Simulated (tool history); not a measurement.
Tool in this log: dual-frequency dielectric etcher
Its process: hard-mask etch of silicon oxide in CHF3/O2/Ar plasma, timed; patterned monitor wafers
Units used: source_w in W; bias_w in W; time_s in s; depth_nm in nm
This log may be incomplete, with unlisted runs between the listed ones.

{"run": 1, "hour": 0.0, "source_w": 650, "bias_w": 177, "time_s": 39.5, "depth_nm": 82.234}
{"run": 2, "hour": 5.5, "source_w": 620, "bias_w": 175, "time_s": 39.5, "depth_nm": 81.101}
{"run": 3, "hour": 13.8, "source_w": 590, "bias_w": 173, "time_s": 39.5, "depth_nm": 79.114}
{"run": 4, "hour": 20.6, "source_w": 570, "bias_w": 172, "time_s": 39.5, "depth_nm": 78.271}
{"run": 5, "hour": 21.6, "source_w": 550, "bias_w": 171, "time_s": 39.5, "depth_nm": 76.385}
{"run": 6, "hour": 22.2, "source_w": 540, "bias_w": 170, "time_s": 39.5, "depth_nm": 76.382}
{"run": 7, "hour": 24.6, "source_w": 530, "bias_w": 169, "time_s": 39.5, "depth_nm": 76.933}

What does the tool deliver on the next run?
{"run": 8, "hour": 29.1, "source_w": 510, "bias_w": 167, "time_s": 39.5, "depth_nm": "?"}

depth_nm: 75.509 nm

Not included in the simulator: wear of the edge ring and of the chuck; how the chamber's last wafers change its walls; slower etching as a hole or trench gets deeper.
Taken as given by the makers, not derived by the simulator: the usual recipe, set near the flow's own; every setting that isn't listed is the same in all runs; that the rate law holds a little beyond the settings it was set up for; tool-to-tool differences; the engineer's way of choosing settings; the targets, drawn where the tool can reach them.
